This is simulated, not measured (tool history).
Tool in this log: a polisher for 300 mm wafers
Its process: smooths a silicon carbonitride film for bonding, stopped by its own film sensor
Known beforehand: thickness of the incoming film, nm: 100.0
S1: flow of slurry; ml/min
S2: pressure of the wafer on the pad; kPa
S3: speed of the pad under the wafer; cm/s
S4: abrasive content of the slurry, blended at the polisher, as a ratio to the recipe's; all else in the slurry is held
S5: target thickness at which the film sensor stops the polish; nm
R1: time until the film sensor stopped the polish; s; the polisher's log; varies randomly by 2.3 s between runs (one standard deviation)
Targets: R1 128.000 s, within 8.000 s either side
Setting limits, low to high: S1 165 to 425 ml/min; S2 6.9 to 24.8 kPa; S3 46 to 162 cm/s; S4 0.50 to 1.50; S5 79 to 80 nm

Run 1, hour 0.0: S1 275 ml/min, S2 15.9 kPa, S3 104 cm/s, S4 1.00, S5 80 nm. Result: R1 79.435 s.
Run 2, hour 4.3: S1 275 ml/min, S2 14.5 kPa, S3 102 cm/s, S4 1.00, S5 80 nm. Result: R1 86.556 s.
Run 3, hour 11.2: S1 340 ml/min, S2 14.5 kPa, S3 102 cm/s, S4 1.00, S5 80 nm. Result: R1 86.307 s.
Run 4, hour 16.5: S1 340 ml/min, S2 13.1 kPa, S3 100 cm/s, S4 1.00, S5 80 nm. Result: R1 97.843 s.
Run 5, hour 18.3: S1 315 ml/min, S2 13.1 kPa, S3 100 cm/s, S4 1.00, S5 80 nm. Result: R1 97.434 s.
Run 6, hour 24.8: S1 315 ml/min, S2 12.4 kPa, S3 100 cm/s, S4 1.00, S5 80 nm. Result: R1 101.400 s.
Run 7, hour 33.0: S1 315 ml/min, S2 11.7 kPa, S3 100 cm/s, S4 1.00, S5 80 nm. Result: R1 104.650 s.
Run 8, hour 41.3: S1 315 ml/min, S2 11.0 kPa, S3 100 cm/s, S4 1.00, S5 80 nm. Result: R1 110.640 s.
Run 9, hour 48.5: S1 315 ml/min, S2 11.0 kPa, S3 100 cm/s, S4 1.00, S5 80 nm. Result: R1 111.060 s.
Run 10, hour 54.6: S1 315 ml/min, S2 10.3 kPa, S3 100 cm/s, S4 1.00, S5 80 nm. Result: R1 115.810 s.

Pick the move, out of 5, that brings all results within their allowed miss; only one does.
Run A, hour 60.7: S1 365 ml/min, S2 11.7 kPa, S3 90 cm/s, S4 1.10, S5 80 nm. Result: R1 ?.
Run B, hour 60.7: S1 310 ml/min, S2 11.7 kPa, S3 94 cm/s, S4 1.00, S5 80 nm. Result: R1 ?.
Run C, hour 60.7: S1 325 ml/min, S2 8.3 kPa, S3 136 cm/s, S4 1.00, S5 80 nm. Result: R1 ?.
Run D, hour 60.7: S1 315 ml/min, S2 11.0 kPa, S3 76 cm/s, S4 1.00, S5 80 nm. Result: R1 ?.
Run E, hour 60.7: S1 230 ml/min, S2 11.0 kPa, S3 88 cm/s, S4 1.25, S5 80 nm. Result: R1 ?.

move       R1
   A  107.600
   B  110.290
   C  111.860
   D  131.940
   E  112.290
A: moves away from the targets compared with the last run
B: moves away from the targets compared with the last run
C: moves away from the targets compared with the last run
D: meets every target
E: moves away from the targets compared with the last run
So the answer is move D, the one that meets all the targets.
